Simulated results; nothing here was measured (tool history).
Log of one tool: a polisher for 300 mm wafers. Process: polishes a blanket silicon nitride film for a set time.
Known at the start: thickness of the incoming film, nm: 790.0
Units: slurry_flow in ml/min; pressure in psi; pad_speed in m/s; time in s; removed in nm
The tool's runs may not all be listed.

run 1 hour=0 | slurry_flow=180 pressure=2.9 pad_speed=1.12 time=21 | removed=34.357
run 2 hour=6.2 | slurry_flow=175 pressure=2.7 pad_speed=1.12 time=21 | removed=31.166
run 3 hour=15.2 | slurry_flow=175 pressure=2.7 pad_speed=1.34 time=21 | removed=36.468
run 4 hour=16.4 | slurry_flow=175 pressure=2.7 pad_speed=1.34 time=21 | removed=35.834
run 5 hour=17.4 | slurry_flow=170 pressure=2.5 pad_speed=1.34 time=21 | removed=33.107
run 6 hour=21.4 | slurry_flow=170 pressure=2.5 pad_speed=1.34 time=21 | removed=33.73
run 7 hour=29.9 | slurry_flow=165 pressure=2.3 pad_speed=1.34 time=21 | removed=30.361
run 8 hour=34.6 | slurry_flow=160 pressure=2.2 pad_speed=1.34 time=21 | removed=29.343
run 9 hour=36.4 | slurry_flow=155 pressure=2.1 pad_speed=1.34 time=21 | removed=27.708

The next listed run, before its measurement:
run 10 hour=37.2 | slurry_flow=150 pressure=2.1 pad_speed=1.34 time=21 | removed=?

Run 10 gave removed 27.819 nm.

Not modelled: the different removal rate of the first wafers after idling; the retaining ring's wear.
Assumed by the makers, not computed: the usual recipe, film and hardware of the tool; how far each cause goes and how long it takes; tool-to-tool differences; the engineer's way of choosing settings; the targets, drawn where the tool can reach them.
